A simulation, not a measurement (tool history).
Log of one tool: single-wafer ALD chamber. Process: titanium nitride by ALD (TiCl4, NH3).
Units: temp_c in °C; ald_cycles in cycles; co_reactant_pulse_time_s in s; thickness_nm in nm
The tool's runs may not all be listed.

{"run": 1, "hour": 0.0, "temp_c": 385, "ald_cycles": 87, "co_reactant_pulse_time_s": 2.4, "thickness_nm": 2.1246}
{"run": 2, "hour": 8.7, "temp_c": 375, "ald_cycles": 87, "co_reactant_pulse_time_s": 2.4, "thickness_nm": 2.1039}
{"run": 3, "hour": 15.4, "temp_c": 375, "ald_cycles": 83, "co_reactant_pulse_time_s": 2.4, "thickness_nm": 1.9941}
{"run": 4, "hour": 24.0, "temp_c": 375, "ald_cycles": 87, "co_reactant_pulse_time_s": 2.4, "thickness_nm": 2.0991}
{"run": 5, "hour": 30.2, "temp_c": 375, "ald_cycles": 87, "co_reactant_pulse_time_s": 2.86, "thickness_nm": 2.1113}
{"run": 6, "hour": 37.5, "temp_c": 371, "ald_cycles": 86, "co_reactant_pulse_time_s": 2.56, "thickness_nm": 2.0756}
{"run": 7, "hour": 45.3, "temp_c": 368, "ald_cycles": 85, "co_reactant_pulse_time_s": 2.22, "thickness_nm": 2.0191}

Forecast run 8:
{"run": 8, "hour": 48.9, "temp_c": 367, "ald_cycles": 84, "co_reactant_pulse_time_s": 2.14, "thickness_nm": "?"}

{"run 8": {"thickness_nm": 1.979}}

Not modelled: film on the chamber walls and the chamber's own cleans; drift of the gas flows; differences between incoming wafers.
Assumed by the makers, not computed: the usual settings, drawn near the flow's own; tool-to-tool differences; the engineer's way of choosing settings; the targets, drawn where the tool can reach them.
